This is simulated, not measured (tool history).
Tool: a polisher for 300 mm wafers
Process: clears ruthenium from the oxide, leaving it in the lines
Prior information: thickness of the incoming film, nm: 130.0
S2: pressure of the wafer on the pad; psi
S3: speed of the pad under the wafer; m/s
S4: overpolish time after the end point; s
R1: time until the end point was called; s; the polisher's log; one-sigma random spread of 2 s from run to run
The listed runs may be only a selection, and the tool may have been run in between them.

run 1 hour=0 | flow_of_slurry_(ml/min)=300 S2=1.6 S3=1.02 S4=6 | R1=178.91
run 2 hour=3.9 | flow_of_slurry_(ml/min)=300 S2=1.6 S3=1.02 S4=6 | R1=173.58
run 3 hour=8.1 | flow_of_slurry_(ml/min)=300 S2=1.6 S3=1.02 S4=6 | R1=175.15
run 4 hour=13.1 | flow_of_slurry_(ml/min)=300 S2=1.5 S3=1.02 S4=6 | R1=191.69
run 5 hour=14 | flow_of_slurry_(ml/min)=230 S2=1.5 S3=1.02 S4=6 | R1=192.84
run 6 hour=17.9 | flow_of_slurry_(ml/min)=230 S2=1.5 S3=1.02 S4=4 | R1=190.98
run 7 hour=19.2 | flow_of_slurry_(ml/min)=230 S2=1.4 S3=1.02 S4=4 | R1=206.44

Run 8 has not been measured yet. What should we expect?
run 8 hour=22.1 | flow_of_slurry_(ml/min)=230 S2=1.3 S3=1.02 S4=4 | R1=?

Logged for run 8: R1 221.49 s.
